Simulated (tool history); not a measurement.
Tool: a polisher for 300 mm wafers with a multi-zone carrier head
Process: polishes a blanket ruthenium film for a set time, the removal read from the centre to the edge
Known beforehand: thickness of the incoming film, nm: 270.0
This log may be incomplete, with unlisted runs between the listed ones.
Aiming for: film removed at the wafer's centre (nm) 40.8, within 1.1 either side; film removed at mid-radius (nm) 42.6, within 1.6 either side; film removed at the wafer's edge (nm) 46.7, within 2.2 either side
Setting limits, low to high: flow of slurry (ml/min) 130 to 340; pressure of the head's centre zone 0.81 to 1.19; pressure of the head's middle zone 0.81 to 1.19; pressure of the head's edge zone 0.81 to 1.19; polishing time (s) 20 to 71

run	hour	flow of slurry (ml/min)	pressure of the head's centre zone	pressure of the head's middle zone	pressure of the head's edge zone	polishing time (s)	film removed at the wafer's centre (nm)	film removed at mid-radius (nm)	film removed at the wafer's edge (nm)
1	0	220	1	1	1	45	66.953	65.941	66.328
2	7.1	220	1	1.08	1	45	67.477	70.621	64.412
3	14.8	190	1	1.08	1	45	65.596	68.809	64.262
4	22.4	190	0.97	1.03	0.98	41	57.701	59.329	58.678
5	24	185	0.94	1	0.96	39	53.297	55.699	55.035
6	31.8	185	1	1	0.96	39	56.546	56.192	55.327
7	35.5	180	0.96	0.97	0.94	37	51.209	51.88	51.141
8	44.4	170	0.93	0.93	0.93	36	47.37	47.164	50.049
9	52.1	165	0.91	0.92	0.91	36	46.266	46.066	48.67
10	55.1	160	0.89	0.91	0.91	36	44.574	45.97	48.915
11	57.1	150	0.85	0.84	0.87	34	39.74	40.314	44.488
12	64.4	155	0.85	0.85	0.88	34	40.251	40.611	44.322

Below are 5 possible settings for the next run. Only one of them brings all results inside the allowed miss of their targets. Which is it?
A	71.7	165	0.83	0.81	1.01	37	?	?	?
B	71.7	160	0.81	0.82	1.04	36	?	?	?
C	71.7	165	0.87	0.85	0.88	35	?	?	?
D	71.7	235	0.84	0.87	0.94	32	?	?	?
E	71.7	215	0.91	0.84	0.92	30	?	?	?

move	film removed at the wafer's centre (nm)	film removed at mid-radius (nm)	film removed at the wafer's edge (nm)
A	43.439	42.799	52.7
B	40.943	41.793	51.765
C	43.102	42.112	46.705
D	40.635	41.643	45.975
E	40.716	37.441	42.287
A: gets the furthest-off result to its target, but another result is out of tolerance
B: gets the furthest-off result to its target, but another result is out of tolerance
C: gets the furthest-off result to its target, but another result is out of tolerance
D: hits every target within its allowed miss
E: moves away from the targets compared with the last run
D meets every target.
